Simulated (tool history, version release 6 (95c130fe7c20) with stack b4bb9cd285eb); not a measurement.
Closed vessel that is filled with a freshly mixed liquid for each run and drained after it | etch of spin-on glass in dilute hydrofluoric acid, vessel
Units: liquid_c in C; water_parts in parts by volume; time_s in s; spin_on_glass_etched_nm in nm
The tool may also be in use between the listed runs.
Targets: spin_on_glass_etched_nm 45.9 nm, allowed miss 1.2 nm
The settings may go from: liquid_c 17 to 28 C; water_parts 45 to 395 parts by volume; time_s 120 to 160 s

run	hour	liquid_c	water_parts	time_s	spin_on_glass_etched_nm
1	0	20	220	160	14.864
2	0.6	21	205	160	17.137
3	6.5	24	205	160	19.19
4	7.4	24	175	160	23.27
5	11.1	24.5	165	160	25.268
6	17.5	27	165	160	27.795
7	22.8	28	75	160	72.114
8	31.2	27	75	160	68.626
9	33.1	26	75	160	65.675
10	41.6	25	75	160	63.51
11	46.5	24	75	160	61.174
12	48.8	23.5	75	160	59.588

5 next moves are on the table. One of them brings every result within its allowed miss. Which?
A	51.1	28	95	120	?
B	51.1	20.5	85	160	?
C	51.1	21	70	160	?
D	51.1	22.5	45	120	?
E	51.1	28	105	160	?

move	spin_on_glass_etched_nm
A	40.848
B	45.726
C	57.696
D	73.912
E	48.617
A: takes the result that was furthest off past its target
B: meets every target
C: nearer than the last run, and not there yet
D: further off than the last run
E: nearer than the last run, and not there yet
The right move is B.
